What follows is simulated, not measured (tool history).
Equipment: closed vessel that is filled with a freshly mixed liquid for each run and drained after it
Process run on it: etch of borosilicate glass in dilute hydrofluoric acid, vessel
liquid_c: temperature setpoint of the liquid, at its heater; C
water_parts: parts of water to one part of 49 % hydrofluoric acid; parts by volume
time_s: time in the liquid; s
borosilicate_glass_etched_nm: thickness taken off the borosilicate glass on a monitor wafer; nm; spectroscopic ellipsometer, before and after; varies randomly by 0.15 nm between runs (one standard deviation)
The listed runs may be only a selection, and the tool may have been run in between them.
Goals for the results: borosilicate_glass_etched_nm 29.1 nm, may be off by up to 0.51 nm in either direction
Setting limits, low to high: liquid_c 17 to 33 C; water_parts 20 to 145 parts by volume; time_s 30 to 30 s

run	hour	liquid_c	water_parts	time_s	borosilicate_glass_etched_nm
1	0	25	80	30	19.46
2	2.1	25	80	30	19.569
3	3.8	25	105	30	14.567
4	9.7	25	90	30	17.242
5	16.9	27.5	85	30	20.176
6	19.6	28.5	85	30	21.16
7	26.1	30	80	30	23.686
8	32.2	31	75	30	26.621
9	36.6	31.5	75	30	27.113
10	38.4	33	75	30	28.423
11	45.1	32.5	75	30	28.039
12	47.6	33	75	30	28.45
13	48.9	32.5	75	30	28.004
14	50.9	33	75	30	28.56
15	56.1	32.5	75	30	27.983
16	61.9	33	75	30	28.427
17	66.5	32.5	75	30	27.837
18	75.8	33	75	30	28.409
19	76.9	32.5	75	30	28.155
20	86	33	75	30	28.543
21	92	33	75	30	28.179
22	94.5	33	70	30	30.87
23	102.8	33	70	30	30.846

Which single option among these 4 for the next run brings every result within its allowed miss of target? Just one does.
A	111.1	31.5	70	30	?
B	111.1	32.5	75	30	?
C	111.1	32.5	70	30	?
D	111.1	28	60	30	?

move	borosilicate_glass_etched_nm
A	29.456
B	28.306
C	30.576
D	30.531
A: all results in spec
B: the result that was furthest off in the last run now lies on the other side of its target
C: closer than the last run, but not yet in spec
D: closer than the last run, but not yet in spec
The move that meets every target is A.

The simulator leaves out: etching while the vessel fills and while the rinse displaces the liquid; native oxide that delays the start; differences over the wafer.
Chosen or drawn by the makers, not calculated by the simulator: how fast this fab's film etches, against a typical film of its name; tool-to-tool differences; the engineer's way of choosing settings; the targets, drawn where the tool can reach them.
